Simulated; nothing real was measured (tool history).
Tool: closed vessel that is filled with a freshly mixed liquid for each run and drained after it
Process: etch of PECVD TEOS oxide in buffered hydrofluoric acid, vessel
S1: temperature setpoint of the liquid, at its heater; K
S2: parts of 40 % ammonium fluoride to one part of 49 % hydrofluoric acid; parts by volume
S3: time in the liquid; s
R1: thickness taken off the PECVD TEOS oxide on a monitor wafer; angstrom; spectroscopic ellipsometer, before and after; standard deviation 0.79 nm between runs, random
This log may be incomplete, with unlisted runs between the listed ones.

run 1 hour=0.0 | S1=293.15 S2=19.0 S3=85 | R1=1442.5
run 2 hour=1.6 | S1=293.15 S2=15.0 S3=85 | R1=1839.4
run 3 hour=2.9 | S1=290.65 S2=15.0 S3=85 | R1=1605.3
run 4 hour=5.3 | S1=290.65 S2=15.0 S3=85 | R1=1614.8
run 5 hour=12.0 | S1=290.65 S2=19.0 S3=85 | R1=1266.0
run 6 hour=18.1 | S1=290.15 S2=19.0 S3=85 | R1=1213.6
run 7 hour=26.2 | S1=290.15 S2=19.5 S3=85 | R1=1185.7

Run 8 is up next; what results do you expect?
run 8 hour=33.7 | S1=290.15 S2=19.5 S3=85 | R1=?

Run 8 measured R1 1184.8 angstrom.
